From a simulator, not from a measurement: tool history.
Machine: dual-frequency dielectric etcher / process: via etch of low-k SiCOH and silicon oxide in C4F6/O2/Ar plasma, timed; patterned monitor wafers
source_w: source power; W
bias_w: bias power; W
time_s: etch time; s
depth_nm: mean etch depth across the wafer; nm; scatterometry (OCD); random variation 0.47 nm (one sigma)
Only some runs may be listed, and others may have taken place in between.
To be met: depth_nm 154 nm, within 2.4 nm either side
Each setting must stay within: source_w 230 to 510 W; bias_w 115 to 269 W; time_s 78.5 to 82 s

| run | hour | source_w | bias_w | time_s | depth_nm |
|---|---|---|---|---|---|
| 1 | 0 | 370 | 192 | 78.5 | 189.07 |
| 2 | 6 | 370 | 192 | 82 | 198.16 |
| 3 | 9.1 | 420 | 192 | 82 | 208.91 |
| 4 | 11 | 450 | 192 | 82 | 217.05 |
| 5 | 12.2 | 410 | 179 | 82 | 200.82 |
| 6 | 19.9 | 380 | 172 | 82 | 190.08 |
|  | 22.7 | bias power generator calibrated |
| 7 | 22.7 | 350 | 168 | 82 | 182.42 |
| 8 | 24.3 | 280 | 138 | 81.5 | 144.82 |
| 9 | 26.7 | 290 | 138 | 81.5 | 146.82 |

Exercise: of the 5 proposed moves below, exactly one satisfies all targets within the stated allowed misses. Which move is it?
| A | 29.1 | 290 | 147 | 81.5 | ? |
| B | 29.1 | 270 | 136 | 82 | ? |
| C | 29.1 | 360 | 128 | 82 | ? |
| D | 29.1 | 310 | 131 | 82 | ? |
| E | 29.1 | 350 | 139 | 79 | ? |

| move | depth_nm |
|---|---|
| A | 152.37 |
| B | 140.58 |
| C | 158.59 |
| D | 148.45 |
| E | 158.15 |
A: every result within its allowed miss
B: lands further from the targets than the last run did
C: carries the result that was furthest off beyond its target, to the other side
D: better than the last run, though not everything is in spec
E: carries the result that was furthest off beyond its target, to the other side
The right move is A.
